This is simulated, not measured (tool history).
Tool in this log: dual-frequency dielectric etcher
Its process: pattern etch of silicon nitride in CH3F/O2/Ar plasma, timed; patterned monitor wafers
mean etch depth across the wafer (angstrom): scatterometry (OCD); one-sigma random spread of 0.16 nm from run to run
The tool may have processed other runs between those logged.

run  hour  source power (W)  bias power (W)  etch time (s)  mean etch depth across the wafer (angstrom)
  1     0               310              57             45                                       288.12
  2   4.2               310              57             45                                       284.47
  3   9.4               350              57             45                                       305.48
  4  16.2               350              57             41                                       275.49
  5  23.5               350              65             41                                       284.56
  6  30.7               350              65             41                                       282.09
  7  34.8               330              64             41                                        276.5

Run 8 has not been measured yet. What should we expect?
  8  38.9               320              64             41                                            ?

Logged for run 8: mean etch depth across the wafer (angstrom) 271.46.
